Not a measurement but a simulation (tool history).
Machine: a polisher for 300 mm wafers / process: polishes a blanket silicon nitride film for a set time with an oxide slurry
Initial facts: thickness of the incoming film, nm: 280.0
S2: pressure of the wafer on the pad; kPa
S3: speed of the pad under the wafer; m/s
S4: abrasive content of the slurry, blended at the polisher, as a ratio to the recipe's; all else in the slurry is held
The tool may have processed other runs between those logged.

{"run": 1, "hour": 0.0, "flow of slurry (ml/min)": 230, "S2": 26.9, "S3": 0.84, "S4": 1, "polishing time (s)": 58, "film removed (angstrom)": 432.95}
{"run": 2, "hour": 1.4, "flow of slurry (ml/min)": 225, "S2": 24.1, "S3": 0.76, "S4": 1, "polishing time (s)": 58, "film removed (angstrom)": 363.12}
{"run": 3, "hour": 7.1, "flow of slurry (ml/min)": 225, "S2": 24.1, "S3": 0.76, "S4": 1, "polishing time (s)": 58, "film removed (angstrom)": 362.07}
{"run": 4, "hour": 10.5, "flow of slurry (ml/min)": 225, "S2": 24.1, "S3": 0.76, "S4": 1, "polishing time (s)": 58, "film removed (angstrom)": 358.1}
{"run": 5, "hour": 15.2, "flow of slurry (ml/min)": 270, "S2": 24.1, "S3": 0.76, "S4": 1, "polishing time (s)": 58, "film removed (angstrom)": 369.91}
{"run": 6, "hour": 15.9, "flow of slurry (ml/min)": 270, "S2": 24.1, "S3": 0.76, "S4": 0.9, "polishing time (s)": 58, "film removed (angstrom)": 349.47}
{"run": 7, "hour": 19.0, "flow of slurry (ml/min)": 270, "S2": 24.1, "S3": 0.76, "S4": 0.9, "polishing time (s)": 58, "film removed (angstrom)": 343.57}
{"run": 8, "hour": 19.9, "flow of slurry (ml/min)": 270, "S2": 22.1, "S3": 0.7, "S4": 0.9, "polishing time (s)": 58, "film removed (angstrom)": 299.3}
{"run": 9, "hour": 23.4, "flow of slurry (ml/min)": 270, "S2": 20, "S3": 0.66, "S4": 0.9, "polishing time (s)": 58, "film removed (angstrom)": 260.21}
{"run": 10, "hour": 24.9, "flow of slurry (ml/min)": 265, "S2": 18.6, "S3": 0.62, "S4": 0.9, "polishing time (s)": 58, "film removed (angstrom)": 235.47}
{"run": 11, "hour": 33.6, "flow of slurry (ml/min)": 260, "S2": 17.2, "S3": 0.6, "S4": 0.9, "polishing time (s)": 58, "film removed (angstrom)": 214.19}
{"run": 12, "hour": 41.7, "flow of slurry (ml/min)": 255, "S2": 16.5, "S3": 0.58, "S4": 0.9, "polishing time (s)": 58, "film removed (angstrom)": 195.78}
{"run": 13, "hour": 44.8, "flow of slurry (ml/min)": 240, "S2": 15.9, "S3": 0.58, "S4": 0.9, "polishing time (s)": 58, "film removed (angstrom)": 188.83}
{"run": 14, "hour": 50.6, "flow of slurry (ml/min)": 230, "S2": 15.2, "S3": 0.58, "S4": 0.9, "polishing time (s)": 58, "film removed (angstrom)": 179.35}
{"run": 15, "hour": 59.5, "flow of slurry (ml/min)": 220, "S2": 15.2, "S3": 0.58, "S4": 0.9, "polishing time (s)": 58, "film removed (angstrom)": 179.9}
{"run": 16, "hour": 66.1, "flow of slurry (ml/min)": 210, "S2": 14.5, "S3": 0.58, "S4": 0.9, "polishing time (s)": 58, "film removed (angstrom)": 167.8}
{"run": 17, "hour": 68.3, "flow of slurry (ml/min)": 200, "S2": 14.5, "S3": 0.58, "S4": 0.9, "polishing time (s)": 58, "film removed (angstrom)": 168.24}
{"run": 18, "hour": 74.0, "flow of slurry (ml/min)": 190, "S2": 14.5, "S3": 0.58, "S4": 0.9, "polishing time (s)": 58, "film removed (angstrom)": 166.86}

Run 19 is up next; what results do you expect?
{"run": 19, "hour": 76.3, "flow of slurry (ml/min)": 185, "S2": 14.5, "S3": 0.58, "S4": 0.9, "polishing time (s)": 58, "film removed (angstrom)": "?"}

Logged for run 19: film removed (angstrom) 166.1.

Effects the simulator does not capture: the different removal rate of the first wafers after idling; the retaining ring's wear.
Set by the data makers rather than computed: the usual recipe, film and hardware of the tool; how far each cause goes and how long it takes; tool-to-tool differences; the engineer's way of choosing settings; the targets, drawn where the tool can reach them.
